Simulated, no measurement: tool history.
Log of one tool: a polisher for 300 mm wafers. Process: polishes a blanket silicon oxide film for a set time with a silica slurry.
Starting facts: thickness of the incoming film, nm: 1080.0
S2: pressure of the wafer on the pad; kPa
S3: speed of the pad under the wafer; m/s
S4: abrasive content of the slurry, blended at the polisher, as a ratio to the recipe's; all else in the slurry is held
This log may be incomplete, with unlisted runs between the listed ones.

run 1 hour=0 | flow_of_slurry_(ml/min)=250 S2=23.4 S3=1.16 S4=1 polishing_time_(s)=59 | film_removed_(angstrom)=1508.9
run 2 hour=3.9 | flow_of_slurry_(ml/min)=250 S2=23.4 S3=1.28 S4=1 polishing_time_(s)=59 | film_removed_(angstrom)=1591.2
run 3 hour=5.4 | flow_of_slurry_(ml/min)=250 S2=23.4 S3=1.28 S4=1 polishing_time_(s)=54 | film_removed_(angstrom)=1459.8
run 4 hour=9.6 | flow_of_slurry_(ml/min)=250 S2=22.1 S3=1.28 S4=1 polishing_time_(s)=54 | film_removed_(angstrom)=1397.3
run 5 hour=16 | flow_of_slurry_(ml/min)=250 S2=22.1 S3=1.12 S4=1 polishing_time_(s)=54 | film_removed_(angstrom)=1284.1
run 6 hour=22.2 | flow_of_slurry_(ml/min)=250 S2=22.1 S3=1.24 S4=1 polishing_time_(s)=54 | film_removed_(angstrom)=1354.7

Predict the results of run 7:
run 7 hour=28.3 | flow_of_slurry_(ml/min)=250 S2=21.4 S3=1.24 S4=1 polishing_time_(s)=54 | film_removed_(angstrom)=?

film removed (angstrom): 1342
